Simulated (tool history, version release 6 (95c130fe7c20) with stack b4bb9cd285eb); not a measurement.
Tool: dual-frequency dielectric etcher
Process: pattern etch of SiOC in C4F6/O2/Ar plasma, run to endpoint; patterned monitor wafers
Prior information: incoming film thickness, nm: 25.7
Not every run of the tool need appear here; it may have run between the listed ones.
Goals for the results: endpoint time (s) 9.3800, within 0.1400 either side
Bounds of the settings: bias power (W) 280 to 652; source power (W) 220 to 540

{"run": 1, "day": 0.0, "bias power (W)": 466, "source power (W)": 380, "endpoint time (s)": 8.2711}
{"run": 2, "day": 0.158, "bias power (W)": 466, "source power (W)": 420, "endpoint time (s)": 7.9993}
{"run": 3, "day": 0.196, "bias power (W)": 403, "source power (W)": 420, "endpoint time (s)": 8.6603}
{"run": 4, "day": 0.438, "bias power (W)": 388, "source power (W)": 420, "endpoint time (s)": 8.9511}
{"run": 5, "day": 0.792, "bias power (W)": 451, "source power (W)": 420, "endpoint time (s)": 8.199}
{"run": 6, "day": 0.979, "bias power (W)": 426, "source power (W)": 420, "endpoint time (s)": 8.5038}
{"run": 7, "day": 1.104, "bias power (W)": 408, "source power (W)": 420, "endpoint time (s)": 8.6096}
{"run": 8, "day": 1.321, "bias power (W)": 392, "source power (W)": 420, "endpoint time (s)": 8.8677}
{"run": 9, "day": 1.6, "bias power (W)": 382, "source power (W)": 420, "endpoint time (s)": 9.0993}
{"run": 10, "day": 1.688, "bias power (W)": 349, "source power (W)": 420, "endpoint time (s)": 9.648}
{"run": 11, "day": 1.8, "bias power (W)": 353, "source power (W)": 420, "endpoint time (s)": 9.5614}
{"run": 12, "day": 1.929, "bias power (W)": 378, "source power (W)": 420, "endpoint time (s)": 9.1164}
{"run": 13, "day": 1.988, "bias power (W)": 378, "source power (W)": 420, "endpoint time (s)": 9.0327}
{"run": 14, "day": 2.05, "bias power (W)": 327, "source power (W)": 410, "endpoint time (s)": 10.192}
{"run": 15, "day": 2.346, "bias power (W)": 338, "source power (W)": 410, "endpoint time (s)": 9.8856}
{"run": 16, "day": 2.496, "bias power (W)": 345, "source power (W)": 410, "endpoint time (s)": 9.8135}
{"run": 17, "day": 2.675, "bias power (W)": 351, "source power (W)": 410, "endpoint time (s)": 9.657}
{"run": 18, "day": 2.783, "bias power (W)": 355, "source power (W)": 410, "endpoint time (s)": 9.5452}
{"run": 19, "day": 2.846, "bias power (W)": 358, "source power (W)": 410, "endpoint time (s)": 9.5172}

5 candidate next runs follow, results not yet known. Just one meets every target within its allowed miss. Identify it.
{"run": "A", "day": 2.908, "bias power (W)": 342, "source power (W)": 420, "endpoint time (s)": "?"}
{"run": "B", "day": 2.908, "bias power (W)": 356, "source power (W)": 390, "endpoint time (s)": "?"}
{"run": "C", "day": 2.908, "bias power (W)": 346, "source power (W)": 460, "endpoint time (s)": "?"}
{"run": "D", "day": 2.908, "bias power (W)": 335, "source power (W)": 430, "endpoint time (s)": "?"}
{"run": "E", "day": 2.908, "bias power (W)": 318, "source power (W)": 480, "endpoint time (s)": "?"}

move=A endpoint_time_(s)=9.6387
move=B endpoint_time_(s)=9.6267
move=C endpoint_time_(s)=9.2588
move=D endpoint_time_(s)=9.6964
move=E endpoint_time_(s)=9.6714
A: the biggest miss grows against the last run
B: the biggest miss grows against the last run
C: meets every target
D: the biggest miss grows against the last run
E: the biggest miss grows against the last run
The move that meets every target is C.
